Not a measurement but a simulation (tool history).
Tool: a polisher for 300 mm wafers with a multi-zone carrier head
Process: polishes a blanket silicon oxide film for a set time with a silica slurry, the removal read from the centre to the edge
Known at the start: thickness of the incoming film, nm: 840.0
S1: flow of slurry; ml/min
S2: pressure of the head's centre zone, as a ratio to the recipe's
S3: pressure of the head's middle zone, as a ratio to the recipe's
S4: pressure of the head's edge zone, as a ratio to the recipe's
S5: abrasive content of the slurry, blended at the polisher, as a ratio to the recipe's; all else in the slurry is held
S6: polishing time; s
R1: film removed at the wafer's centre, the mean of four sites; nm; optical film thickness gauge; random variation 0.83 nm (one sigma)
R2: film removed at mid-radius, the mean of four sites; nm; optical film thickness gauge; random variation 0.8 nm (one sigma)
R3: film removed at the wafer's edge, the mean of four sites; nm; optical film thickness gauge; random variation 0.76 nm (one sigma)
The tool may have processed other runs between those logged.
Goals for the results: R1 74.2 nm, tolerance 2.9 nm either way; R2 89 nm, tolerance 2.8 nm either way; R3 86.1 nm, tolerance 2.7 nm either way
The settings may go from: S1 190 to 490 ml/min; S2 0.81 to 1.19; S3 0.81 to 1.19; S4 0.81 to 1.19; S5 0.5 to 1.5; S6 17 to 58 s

run 1 hour=0 | S1=315 S2=1 S3=1 S4=1 S5=1 S6=37 | R1=145.9 R2=147.2 R3=145.46
run 2 hour=8.8 | S1=315 S2=1.05 S3=1 S4=1 S5=1 S6=37 | R1=152.86 R2=148.4 R3=148.23
run 3 hour=12.1 | S1=300 S2=0.98 S3=1 S4=1 S5=0.85 S6=34 | R1=119.24 R2=127.29 R3=124.4
run 4 hour=19.9 | S1=335 S2=0.98 S3=1 S4=1 S5=0.85 S6=34 | R1=120.41 R2=127.76 R3=126.55
run 5 hour=23.7 | S1=335 S2=0.98 S3=1 S4=1 S5=0.95 S6=34 | R1=126.72 R2=133.23 R3=132.48
run 6 hour=32.2 | S1=335 S2=0.98 S3=1 S4=1 S5=1.1 S6=34 | R1=135.39 R2=142.83 R3=139.73
run 7 hour=37.5 | S1=325 S2=0.94 S3=0.98 S4=0.96 S5=0.9 S6=33 | R1=114.71 R2=123.89 R3=124.26
run 8 hour=41.4 | S1=310 S2=0.92 S3=0.99 S4=0.94 S5=0.8 S6=31 | R1=101.89 R2=111.12 R3=109.13
-- hour=43.4 worn pad replaced by a new one
run 9 hour=43.4 | S1=305 S2=0.89 S3=0.99 S4=0.93 S5=0.7 S6=30 | R1=97.218 R2=108.89 R3=105.89
run 10 hour=46.2 | S1=305 S2=0.87 S3=0.99 S4=0.93 S5=0.65 S6=28 | R1=84.445 R2=98.093 R3=95.048
run 11 hour=46.8 | S1=305 S2=0.86 S3=0.99 S4=0.92 S5=0.6 S6=28 | R1=80.162 R2=94.127 R3=91.46

Of the 5 settings listed for the next run, only one would bring every result within its allowed miss of target. Which one?
run A hour=47.4 | S1=270 S2=0.91 S3=1.02 S4=0.95 S5=0.7 S6=28 | R1=? R2=? R3=?
run B hour=47.4 | S1=385 S2=0.83 S3=0.83 S4=1.07 S5=0.5 S6=33 | R1=? R2=? R3=?
run C hour=47.4 | S1=305 S2=0.88 S3=0.87 S4=0.92 S5=0.65 S6=28 | R1=? R2=? R3=?
run D hour=47.4 | S1=280 S2=0.82 S3=0.89 S4=1 S5=0.55 S6=31 | R1=? R2=? R3=?
run E hour=47.4 | S1=210 S2=0.85 S3=0.99 S4=0.91 S5=0.6 S6=27 | R1=? R2=? R3=?

move=A R1=91.418 R2=104.24 R3=97.826
move=B R1=83.031 R2=87.411 R3=102.06
move=C R1=85.62 R2=88.433 R3=93.554
move=D R1=79.72 R2=90.164 R3=96.96
move=E R1=73.961 R2=88.33 R3=83.953
A: further off than the last run
B: further off than the last run
C: further off than the last run
D: further off than the last run
E: hits every target within its allowed miss
The right move is E.
